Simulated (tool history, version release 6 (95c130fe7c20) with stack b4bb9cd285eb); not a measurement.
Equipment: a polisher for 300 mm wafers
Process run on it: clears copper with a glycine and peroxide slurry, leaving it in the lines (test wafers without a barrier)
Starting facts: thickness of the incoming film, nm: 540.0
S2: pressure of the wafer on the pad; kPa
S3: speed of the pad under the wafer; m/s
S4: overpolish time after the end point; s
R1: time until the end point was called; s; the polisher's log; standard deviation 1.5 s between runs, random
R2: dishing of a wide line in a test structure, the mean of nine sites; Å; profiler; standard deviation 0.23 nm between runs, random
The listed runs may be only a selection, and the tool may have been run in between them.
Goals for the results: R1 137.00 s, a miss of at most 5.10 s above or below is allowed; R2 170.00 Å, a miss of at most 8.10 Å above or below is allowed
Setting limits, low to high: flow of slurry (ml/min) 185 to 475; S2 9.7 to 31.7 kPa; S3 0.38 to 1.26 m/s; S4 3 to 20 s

{"run": 1, "hour": 0.0, "flow of slurry (ml/min)": 305, "S2": 20.7, "S3": 0.82, "S4": 10, "R1": 125.39, "R2": 263.73}
{"run": 2, "hour": 6.3, "flow of slurry (ml/min)": 305, "S2": 20.0, "S3": 0.82, "S4": 9, "R1": 125.76, "R2": 234.07}
{"run": 3, "hour": 12.2, "flow of slurry (ml/min)": 305, "S2": 15.9, "S3": 0.82, "S4": 9, "R1": 140.83, "R2": 212.87}
{"run": 4, "hour": 17.0, "flow of slurry (ml/min)": 305, "S2": 15.9, "S3": 0.82, "S4": 8, "R1": 141.58, "R2": 187.28}
{"run": 5, "hour": 22.7, "flow of slurry (ml/min)": 305, "S2": 15.9, "S3": 0.82, "S4": 5, "R1": 143.15, "R2": 122.52}
{"run": 6, "hour": 29.7, "flow of slurry (ml/min)": 305, "S2": 15.9, "S3": 0.9, "S4": 5, "R1": 131.68, "R2": 128.0}
{"run": 7, "hour": 30.9, "flow of slurry (ml/min)": 305, "S2": 15.9, "S3": 0.88, "S4": 5, "R1": 133.24, "R2": 128.1}
{"run": 8, "hour": 38.9, "flow of slurry (ml/min)": 305, "S2": 15.9, "S3": 0.86, "S4": 6, "R1": 137.15, "R2": 148.68}

Next run, 5 choices. One meets every target within its allowed miss, the rest don't. Which?
{"run": "A", "hour": 46.9, "flow of slurry (ml/min)": 255, "S2": 15.9, "S3": 0.86, "S4": 6, "R1": "?", "R2": "?"}
{"run": "B", "hour": 46.9, "flow of slurry (ml/min)": 295, "S2": 21.4, "S3": 0.7, "S4": 7, "R1": "?", "R2": "?"}
{"run": "C", "hour": 46.9, "flow of slurry (ml/min)": 330, "S2": 15.2, "S3": 0.74, "S4": 8, "R1": "?", "R2": "?"}
{"run": "D", "hour": 46.9, "flow of slurry (ml/min)": 340, "S2": 13.1, "S3": 0.82, "S4": 7, "R1": "?", "R2": "?"}
{"run": "E", "hour": 46.9, "flow of slurry (ml/min)": 270, "S2": 15.9, "S3": 0.86, "S4": 8, "R1": "?", "R2": "?"}

move=A R1=135.98 R2=144.20
move=B R1=135.02 R2=168.87
move=C R1=151.45 R2=171.41
move=D R1=149.22 R2=152.78
move=E R1=135.08 R2=190.72
A: misses by more than the last run did
B: in spec on every target
C: brings the result that was furthest off to its target, and leaves another outside
D: an improvement on the last run, though not all results are within tolerance
E: carries the result that was furthest off beyond its target, to the other side
The right move is B.
